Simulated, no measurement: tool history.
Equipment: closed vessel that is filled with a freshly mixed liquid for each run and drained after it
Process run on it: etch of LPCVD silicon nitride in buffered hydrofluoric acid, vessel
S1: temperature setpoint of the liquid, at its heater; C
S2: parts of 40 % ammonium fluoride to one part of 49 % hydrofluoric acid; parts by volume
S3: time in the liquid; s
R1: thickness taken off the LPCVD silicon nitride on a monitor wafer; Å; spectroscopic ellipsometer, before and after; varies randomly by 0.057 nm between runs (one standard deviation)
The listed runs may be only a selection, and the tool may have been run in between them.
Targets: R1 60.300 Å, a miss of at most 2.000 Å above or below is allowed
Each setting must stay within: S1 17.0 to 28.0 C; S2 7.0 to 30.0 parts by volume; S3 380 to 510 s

run 1 hour=0.0 | S1=20.0 S2=19.0 S3=510 | R1=34.691
run 2 hour=2.8 | S1=22.5 S2=18.0 S3=510 | R1=42.196
run 3 hour=11.2 | S1=22.5 S2=21.5 S3=510 | R1=36.444
run 4 hour=15.7 | S1=24.5 S2=20.0 S3=510 | R1=42.748
run 5 hour=19.0 | S1=24.5 S2=18.0 S3=510 | R1=46.718
run 6 hour=22.5 | S1=21.0 S2=18.0 S3=510 | R1=38.820
run 7 hour=24.3 | S1=23.5 S2=17.5 S3=510 | R1=46.834
run 8 hour=28.8 | S1=25.0 S2=17.5 S3=510 | R1=49.539
run 9 hour=34.4 | S1=26.0 S2=17.0 S3=510 | R1=54.891
run 10 hour=40.5 | S1=26.5 S2=17.0 S3=510 | R1=56.151
run 11 hour=49.3 | S1=27.0 S2=17.0 S3=510 | R1=58.028

Which single option among these 4 for the next run brings every result within its allowed miss of target? Just one does.
run A hour=58.1 | S1=28.0 S2=16.5 S3=490 | R1=?
run B hour=58.1 | S1=26.5 S2=15.0 S3=440 | R1=?
run C hour=58.1 | S1=28.0 S2=16.0 S3=445 | R1=?
run D hour=58.1 | S1=25.0 S2=12.5 S3=410 | R1=?

move=A R1=59.335
move=B R1=53.995
move=C R1=55.540
move=D R1=55.478
A: all results in spec
B: its largest miss is bigger than the last run's
C: its largest miss is bigger than the last run's
D: its largest miss is bigger than the last run's
The move that meets every target is A.
